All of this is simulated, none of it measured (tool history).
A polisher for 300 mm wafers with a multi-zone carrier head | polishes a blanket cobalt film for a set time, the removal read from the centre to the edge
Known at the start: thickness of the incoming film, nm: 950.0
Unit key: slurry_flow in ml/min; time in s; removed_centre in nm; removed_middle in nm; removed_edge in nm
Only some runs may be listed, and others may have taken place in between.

{"run": 1, "hour": 0.0, "slurry_flow": 270, "centre_zone": 1, "middle_zone": 1, "edge_zone": 1, "time": 66, "removed_centre": 183.19, "removed_middle": 188.34, "removed_edge": 190.12}
{"run": 2, "hour": 8.3, "slurry_flow": 270, "centre_zone": 1.07, "middle_zone": 1, "edge_zone": 1, "time": 66, "removed_centre": 195.11, "removed_middle": 182.72, "removed_edge": 188.9}
{"run": 3, "hour": 13.8, "slurry_flow": 325, "centre_zone": 1.07, "middle_zone": 1, "edge_zone": 1, "time": 66, "removed_centre": 204.44, "removed_middle": 189.14, "removed_edge": 190.13}
{"run": 4, "hour": 21.9, "slurry_flow": 325, "centre_zone": 1.07, "middle_zone": 1, "edge_zone": 1.08, "time": 66, "removed_centre": 201.61, "removed_middle": 184.32, "removed_edge": 197.53}
{"run": 5, "hour": 25.2, "slurry_flow": 325, "centre_zone": 1.07, "middle_zone": 1.05, "edge_zone": 1.08, "time": 66, "removed_centre": 199.73, "removed_middle": 194, "removed_edge": 199.92}
{"run": 6, "hour": 31.4, "slurry_flow": 320, "centre_zone": 1.07, "middle_zone": 1.03, "edge_zone": 1.06, "time": 65, "removed_centre": 194.42, "removed_middle": 188.15, "removed_edge": 193.33}
{"run": 7, "hour": 33.9, "slurry_flow": 320, "centre_zone": 1.07, "middle_zone": 1.03, "edge_zone": 1.06, "time": 65, "removed_centre": 198.06, "removed_middle": 187.16, "removed_edge": 193.3}

Estimate the outcome of run 8 from the log above:
{"run": 8, "hour": 41.8, "slurry_flow": 315, "centre_zone": 1.07, "middle_zone": 1.02, "edge_zone": 1.05, "time": 64, "removed_centre": "?", "removed_middle": "?", "removed_edge": "?"}

removed_centre: 191.1 nm
removed_middle: 184.01 nm
removed_edge: 189.32 nm
